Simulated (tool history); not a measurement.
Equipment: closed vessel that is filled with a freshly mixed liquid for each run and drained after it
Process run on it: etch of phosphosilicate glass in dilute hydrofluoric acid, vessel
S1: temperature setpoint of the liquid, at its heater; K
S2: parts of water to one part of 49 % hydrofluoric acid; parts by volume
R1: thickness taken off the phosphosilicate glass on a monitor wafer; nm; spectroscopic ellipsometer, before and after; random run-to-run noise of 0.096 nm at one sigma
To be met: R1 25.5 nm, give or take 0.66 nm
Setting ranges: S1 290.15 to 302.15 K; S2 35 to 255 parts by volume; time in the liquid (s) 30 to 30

Run 1, hour 0: S1 294.15 K, S2 145 parts by volume, time in the liquid (s) 30. Result: R1 19.36 nm.
Run 2, hour 1.3: S1 294.15 K, S2 175 parts by volume, time in the liquid (s) 30. Result: R1 15.539 nm.
Run 3, hour 6.2: S1 295.15 K, S2 170 parts by volume, time in the liquid (s) 30. Result: R1 16.669 nm.
Run 4, hour 14.8: S1 295.15 K, S2 170 parts by volume, time in the liquid (s) 30. Result: R1 16.626 nm.
Run 5, hour 16.3: S1 295.65 K, S2 165 parts by volume, time in the liquid (s) 30. Result: R1 17.61 nm.
Run 6, hour 20.6: S1 296.15 K, S2 165 parts by volume, time in the liquid (s) 30. Result: R1 18.018 nm.
At hour 28.2: thermometer replaced.
Run 7, hour 28.2: S1 296.65 K, S2 165 parts by volume, time in the liquid (s) 30. Result: R1 17.239 nm.
Run 8, hour 36.7: S1 296.65 K, S2 160 parts by volume, time in the liquid (s) 30. Result: R1 17.853 nm.
Run 9, hour 39: S1 296.65 K, S2 160 parts by volume, time in the liquid (s) 30. Result: R1 17.815 nm.
Run 10, hour 46.8: S1 296.65 K, S2 155 parts by volume, time in the liquid (s) 30. Result: R1 18.479 nm.
Run 11, hour 48.9: S1 296.65 K, S2 155 parts by volume, time in the liquid (s) 30. Result: R1 18.586 nm.
Run 12, hour 51: S1 297.15 K, S2 150 parts by volume, time in the liquid (s) 30. Result: R1 19.846 nm.
Run 13, hour 52.5: S1 297.65 K, S2 145 parts by volume, time in the liquid (s) 30. Result: R1 20.903 nm.
Run 14, hour 59.9: S1 297.65 K, S2 145 parts by volume, time in the liquid (s) 30. Result: R1 20.998 nm.
Run 15, hour 62.8: S1 298.15 K, S2 145 parts by volume, time in the liquid (s) 30. Result: R1 21.261 nm.
Run 16, hour 68.2: S1 298.65 K, S2 145 parts by volume, time in the liquid (s) 30. Result: R1 21.707 nm.

Next run, 4 choices. One meets every target within its allowed miss, the rest don't. Which?
Run A, hour 73.6: S1 302.15 K, S2 130 parts by volume, time in the liquid (s) 30. Result: R1 ?.
Run B, hour 73.6: S1 296.15 K, S2 165 parts by volume, time in the liquid (s) 30. Result: R1 ?.
Run C, hour 73.6: S1 298.65 K, S2 165 parts by volume, time in the liquid (s) 30. Result: R1 ?.
Run D, hour 73.6: S1 300.65 K, S2 135 parts by volume, time in the liquid (s) 30. Result: R1 ?.

move      R1
   A  28.098
   B  16.944
   C  18.621
   D  25.427
A: pushes the last run's worst result past its target
B: the biggest miss grows against the last run
C: the biggest miss grows against the last run
D: all results land within tolerance of their targets
Correct choice: D, which meets every target
